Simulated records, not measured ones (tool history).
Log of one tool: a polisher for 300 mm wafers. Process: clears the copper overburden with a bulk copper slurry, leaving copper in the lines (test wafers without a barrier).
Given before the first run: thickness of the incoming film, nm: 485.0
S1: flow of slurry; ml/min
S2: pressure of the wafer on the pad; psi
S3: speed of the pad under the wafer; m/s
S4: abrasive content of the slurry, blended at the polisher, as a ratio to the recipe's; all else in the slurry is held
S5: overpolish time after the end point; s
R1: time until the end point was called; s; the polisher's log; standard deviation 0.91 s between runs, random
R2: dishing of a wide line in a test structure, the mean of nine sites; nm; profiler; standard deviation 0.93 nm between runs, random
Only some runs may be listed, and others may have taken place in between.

run,hour,S1,S2,S3,S4,S5,R1,R2
1,0,155,1.7,1.22,1,22,74.784,75.733
2,3.3,160,1.8,1.24,1,21,68.989,77.472
3,11.8,185,1.8,1.24,1,21,67.414,78.269
4,15.2,150,1.8,1.24,1,21,69.251,78.397
5,20.5,150,1.6,1.24,1,21,77.932,70.088
6,28.3,175,1.6,1.24,1,21,73.996,71.668
7,34.1,180,1.7,1.26,1,20,72.006,74.676
8,36.4,180,1.7,1.26,1,20,72.643,73.636

Run 9 has not been measured yet. What should we expect?
9,44.9,180,1.8,1.28,1,19,?,?

For run 9 the tool returned R1 67.07 s, R2 75.036 nm.

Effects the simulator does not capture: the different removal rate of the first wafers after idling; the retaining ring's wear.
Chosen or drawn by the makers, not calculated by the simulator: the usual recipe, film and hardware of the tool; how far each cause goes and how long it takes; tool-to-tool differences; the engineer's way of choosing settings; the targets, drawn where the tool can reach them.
